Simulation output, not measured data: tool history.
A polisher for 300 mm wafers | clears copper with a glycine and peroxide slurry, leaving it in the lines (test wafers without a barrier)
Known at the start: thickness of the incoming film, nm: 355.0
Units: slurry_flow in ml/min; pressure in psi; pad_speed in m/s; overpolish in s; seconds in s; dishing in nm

{"run": 1, "hour": 0.0, "slurry_flow": 160, "pressure": 2.1, "pad_speed": 0.84, "overpolish": 21, "seconds": 84.935, "dishing": 54.258}
{"run": 2, "hour": 7.3, "slurry_flow": 135, "pressure": 2.1, "pad_speed": 0.84, "overpolish": 21, "seconds": 87.265, "dishing": 54.611}
{"run": 3, "hour": 16.2, "slurry_flow": 135, "pressure": 2.1, "pad_speed": 0.94, "overpolish": 21, "seconds": 83.594, "dishing": 55.994}
{"run": 4, "hour": 20.2, "slurry_flow": 135, "pressure": 2.1, "pad_speed": 0.94, "overpolish": 30, "seconds": 80.75, "dishing": 68.632}
{"run": 5, "hour": 25.5, "slurry_flow": 165, "pressure": 1.9, "pad_speed": 1.02, "overpolish": 24, "seconds": 79.609, "dishing": 59.486}
{"run": 6, "hour": 31.4, "slurry_flow": 185, "pressure": 1.8, "pad_speed": 1.06, "overpolish": 20, "seconds": 82.482, "dishing": 52.943}
{"run": 7, "hour": 33.3, "slurry_flow": 195, "pressure": 1.8, "pad_speed": 1.12, "overpolish": 17, "seconds": 79.208, "dishing": 49.65}
{"run": 8, "hour": 39.5, "slurry_flow": 195, "pressure": 1.8, "pad_speed": 1.16, "overpolish": 14, "seconds": 76.943, "dishing": 43.471}
{"run": 9, "hour": 47.5, "slurry_flow": 195, "pressure": 1.8, "pad_speed": 1.18, "overpolish": 13, "seconds": 77.161, "dishing": 40.596}

The next listed run, before its measurement:
{"run": 10, "hour": 53.8, "slurry_flow": 195, "pressure": 1.8, "pad_speed": 1.18, "overpolish": 12, "seconds": "?", "dishing": "?"}

Run 10 gave seconds 74.676 s, dishing 38.291 nm.

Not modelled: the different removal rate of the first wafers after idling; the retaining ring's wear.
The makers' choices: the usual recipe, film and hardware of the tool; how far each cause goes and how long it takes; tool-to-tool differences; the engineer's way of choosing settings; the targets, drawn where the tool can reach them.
